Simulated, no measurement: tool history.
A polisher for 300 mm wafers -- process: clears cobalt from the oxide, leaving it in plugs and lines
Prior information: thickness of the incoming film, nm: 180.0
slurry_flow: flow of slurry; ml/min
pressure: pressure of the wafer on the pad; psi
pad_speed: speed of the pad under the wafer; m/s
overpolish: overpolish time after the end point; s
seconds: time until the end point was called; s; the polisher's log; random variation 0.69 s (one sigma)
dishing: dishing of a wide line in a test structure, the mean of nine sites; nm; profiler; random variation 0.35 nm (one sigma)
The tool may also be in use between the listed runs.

run  hour  slurry_flow  pressure  pad_speed  overpolish  seconds  dishing
  1     0          270       2.2       1.06          14   35.287   42.059
  2   1.4          270       1.9       1.04          12   41.346   34.379
  3   9.6          270       1.9       1.04           8   40.509   25.479
  4  13.7          245       1.9       1.04           8    41.41   25.507
  5  19.2          180       1.9       1.04           8   42.387   24.657
  6  26.7          180       1.7       1.04           8   47.036   23.187
  7    35          180       1.6       1.04           8   51.059   22.295

The next listed run, before its measurement:
  8  40.7          180       1.3       1.04           9        ?        ?

seconds: 61.824 s
dishing: 20.765 nm
